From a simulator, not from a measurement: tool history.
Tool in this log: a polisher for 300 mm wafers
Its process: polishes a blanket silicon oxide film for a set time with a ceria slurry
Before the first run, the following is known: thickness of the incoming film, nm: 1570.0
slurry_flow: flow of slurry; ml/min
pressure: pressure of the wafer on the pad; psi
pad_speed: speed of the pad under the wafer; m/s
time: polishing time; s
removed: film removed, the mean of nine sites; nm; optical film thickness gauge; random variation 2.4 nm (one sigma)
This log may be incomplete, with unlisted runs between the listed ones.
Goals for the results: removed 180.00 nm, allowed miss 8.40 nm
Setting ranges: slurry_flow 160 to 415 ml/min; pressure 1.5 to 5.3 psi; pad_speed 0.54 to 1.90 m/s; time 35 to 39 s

run,day,slurry_flow,pressure,pad_speed,time,removed
1,0.000,265,3.4,1.22,39,251.54
2,0.262,265,3.2,1.22,39,233.56
3,0.546,265,3.2,1.22,39,229.09
4,0.683,265,3.1,1.22,39,221.32
5,0.738,265,3.1,1.22,39,229.03
6,1.100,265,3.1,1.38,39,253.70
7,1.338,265,3.0,1.38,39,251.21
8,1.442,265,2.9,1.38,39,245.13
9,1.775,265,2.9,1.38,39,233.64
10,1.879,265,1.9,1.36,39,155.93

Exercise: of the 5 proposed moves below, exactly one satisfies all targets within the stated allowed misses. Which move is it?
A,1.983,290,2.2,1.02,35,?
B,1.983,275,2.0,1.36,38,?
C,1.983,375,3.4,0.84,39,?
D,1.983,270,2.2,1.12,35,?
E,1.983,250,2.6,1.28,39,?

move,removed
A,121.14
B,157.87
C,174.16
D,131.62
E,194.22
A: its largest miss is bigger than the last run's
B: closer than the last run, but not yet in spec
C: every result lands within tolerance
D: its largest miss is bigger than the last run's
E: takes the biggest miss from the last run beyond its target
Move C is the one to make.
